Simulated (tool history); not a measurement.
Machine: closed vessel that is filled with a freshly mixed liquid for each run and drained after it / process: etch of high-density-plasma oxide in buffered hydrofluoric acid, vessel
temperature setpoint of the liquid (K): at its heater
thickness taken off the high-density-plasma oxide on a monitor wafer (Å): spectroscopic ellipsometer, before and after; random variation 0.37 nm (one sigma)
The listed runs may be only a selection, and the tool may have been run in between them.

run  hour  temperature setpoint of the liquid (K)  parts of 40 % ammonium fluoride to one part of 49 % hydrofluoric acid (parts by volume)  time in the liquid (s)  thickness taken off the high-density-plasma oxide on a monitor wafer (Å)
  1     0                                  296.15                                                                                     23.5                      90                                                                    581.04
  2   7.1                                  294.65                                                                                     23.5                      90                                                                    536.31
  3  15.9                                  291.15                                                                                     23.5                      90                                                                    437.54
  4    21                                  293.65                                                                                     23.5                      90                                                                    503.98
  5  28.9                                  293.65                                                                                     19.5                      90                                                                    575.37
  6  33.6                                  293.65                                                                                       13                      90                                                                    861.62
  7  40.9                                  293.15                                                                                       13                      90                                                                    832.71

Expected results for the next run?
  8  44.8                                  292.65                                                                                       13                      90                                                                         ?

{"run 8": {"thickness taken off the high-density-plasma oxide on a monitor wafer (Å)": 820.8}}

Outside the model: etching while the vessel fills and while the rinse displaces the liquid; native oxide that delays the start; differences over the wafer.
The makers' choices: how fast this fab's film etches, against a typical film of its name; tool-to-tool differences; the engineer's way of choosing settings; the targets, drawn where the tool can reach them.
